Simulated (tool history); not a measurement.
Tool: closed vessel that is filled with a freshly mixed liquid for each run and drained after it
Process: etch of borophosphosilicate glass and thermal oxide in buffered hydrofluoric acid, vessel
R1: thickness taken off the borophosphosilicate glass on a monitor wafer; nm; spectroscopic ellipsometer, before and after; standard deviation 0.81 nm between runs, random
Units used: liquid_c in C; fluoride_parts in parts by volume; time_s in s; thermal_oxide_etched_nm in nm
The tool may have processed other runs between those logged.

run 1 hour=0 | liquid_c=23 fluoride_parts=9 time_s=60 | R1=78.803 thermal_oxide_etched_nm=69.867
run 2 hour=8.7 | liquid_c=24.5 fluoride_parts=8.5 time_s=60 | R1=90.041 thermal_oxide_etched_nm=81.415
run 3 hour=14.7 | liquid_c=24.5 fluoride_parts=8.5 time_s=80 | R1=119.52 thermal_oxide_etched_nm=107.61
run 4 hour=16 | liquid_c=21 fluoride_parts=8.5 time_s=80 | R1=100.02 thermal_oxide_etched_nm=88.643
run 5 hour=19.6 | liquid_c=21 fluoride_parts=8.5 time_s=100 | R1=124.52 thermal_oxide_etched_nm=110.5
run 6 hour=25 | liquid_c=21 fluoride_parts=10 time_s=100 | R1=109.88 thermal_oxide_etched_nm=98.246
run 7 hour=32.4 | liquid_c=22.5 fluoride_parts=10 time_s=100 | R1=118.48 thermal_oxide_etched_nm=105.58
run 8 hour=38.8 | liquid_c=23.5 fluoride_parts=10 time_s=100 | R1=124.1 thermal_oxide_etched_nm=110.46
run 9 hour=41 | liquid_c=24.5 fluoride_parts=10 time_s=100 | R1=132.22 thermal_oxide_etched_nm=119.65
run 10 hour=45.9 | liquid_c=25 fluoride_parts=10 time_s=100 | R1=134.49 thermal_oxide_etched_nm=123.09
run 11 hour=52.3 | liquid_c=25.5 fluoride_parts=10 time_s=100 | R1=139.54 thermal_oxide_etched_nm=123.71
run 12 hour=53.9 | liquid_c=26 fluoride_parts=10 time_s=100 | R1=143.44 thermal_oxide_etched_nm=129.39
run 13 hour=55.4 | liquid_c=26.5 fluoride_parts=10 time_s=100 | R1=146.55 thermal_oxide_etched_nm=132.18

Predict the results of run 14:
run 14 hour=62.5 | liquid_c=27 fluoride_parts=10 time_s=100 | R1=? thermal_oxide_etched_nm=?

R1: 151.61 nm
thermal_oxide_etched_nm: 136.56 nm

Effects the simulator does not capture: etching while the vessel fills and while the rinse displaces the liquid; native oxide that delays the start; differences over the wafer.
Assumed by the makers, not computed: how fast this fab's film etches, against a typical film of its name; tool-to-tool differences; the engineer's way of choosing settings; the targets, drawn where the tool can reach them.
